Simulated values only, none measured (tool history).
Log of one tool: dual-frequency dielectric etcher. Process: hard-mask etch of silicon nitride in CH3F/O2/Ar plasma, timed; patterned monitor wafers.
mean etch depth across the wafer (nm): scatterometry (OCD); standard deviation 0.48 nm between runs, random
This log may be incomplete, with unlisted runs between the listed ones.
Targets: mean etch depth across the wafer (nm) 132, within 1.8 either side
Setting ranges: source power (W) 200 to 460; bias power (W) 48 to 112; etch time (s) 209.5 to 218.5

run,hour,source power (W),bias power (W),etch time (s),mean etch depth across the wafer (nm)
1,0,330,80,209.5,150.2
2,6.4,330,90,209.5,155.7
3,7.7,290,90,209.5,145.28
4,15.7,280,90,209.5,142.74
5,18.9,270,90,209.5,140.29
6,22.1,270,90,218.5,145.75
7,27.7,260,90,218.5,143.4
# hour 34.8: wet clean of the chamber
8,34.8,250,90,218.5,136.03
9,43.6,230,90,218.5,130.12

5 candidate next runs follow, results not yet known. Just one meets every target within its allowed miss. Identify it.
A,52.4,230,83,218.5,?
B,52.4,230,88,213.5,?
C,52.4,240,87,218,?
D,52.4,260,88,214,?
E,52.4,240,84,213.5,?

move,mean etch depth across the wafer (nm)
A,126.66
B,126.22
C,131.81
D,136.24
E,127.59
A: the biggest miss grows against the last run
B: the biggest miss grows against the last run
C: meets every target
D: moves the result that the last run missed by most past its target, out the other side
E: the biggest miss grows against the last run
The right move is C.
